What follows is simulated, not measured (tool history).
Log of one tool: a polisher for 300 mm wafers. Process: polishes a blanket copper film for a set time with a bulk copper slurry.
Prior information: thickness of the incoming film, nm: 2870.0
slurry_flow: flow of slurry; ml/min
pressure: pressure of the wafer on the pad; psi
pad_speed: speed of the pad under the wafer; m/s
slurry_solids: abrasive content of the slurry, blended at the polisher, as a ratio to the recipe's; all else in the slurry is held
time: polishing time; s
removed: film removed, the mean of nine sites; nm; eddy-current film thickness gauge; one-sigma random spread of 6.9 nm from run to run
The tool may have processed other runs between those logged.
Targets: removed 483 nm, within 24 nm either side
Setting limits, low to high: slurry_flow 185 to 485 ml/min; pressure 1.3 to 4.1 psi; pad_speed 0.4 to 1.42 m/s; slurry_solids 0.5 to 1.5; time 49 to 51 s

run  hour  slurry_flow  pressure  pad_speed  slurry_solids  time  removed
  1     0          310       2.7        0.9              1    49   344.78
  2   6.1          310       2.7        0.9           0.85    49   330.93
  3   7.6          310       2.7        0.9           0.85    49   336.79
  4  16.4          275       2.7        0.9           0.85    49   333.28
  5    19          275       2.8        0.9           0.85    49    351.6
  6  23.9          275       2.8       1.08           0.85    49   405.19
  7  30.2          275       2.9       1.08           0.85    49   422.54
  8  37.7          275       3.1       1.08           0.85    49   451.21

Consider the 5 candidate settings below. Which is the only one whose results all fall within their allowed miss of target?
  A  45.2          230         3       1.26            0.9    51        ?
  B  45.2          275       3.1       0.98           0.85    49        ?
  C  45.2          315       2.7       1.12            0.8    49        ?
  D  45.2          280       2.8        1.1            0.8    50        ?
  E  45.2          185       2.9       1.22           0.95    51        ?

move  removed
   A   521.66
   B    412.4
   C   409.16
   D   421.13
   E   482.16
A: moves the result that the last run missed by most past its target, out the other side
B: its largest miss is bigger than the last run's
C: its largest miss is bigger than the last run's
D: its largest miss is bigger than the last run's
E: each result inside its tolerance
The right move is E.
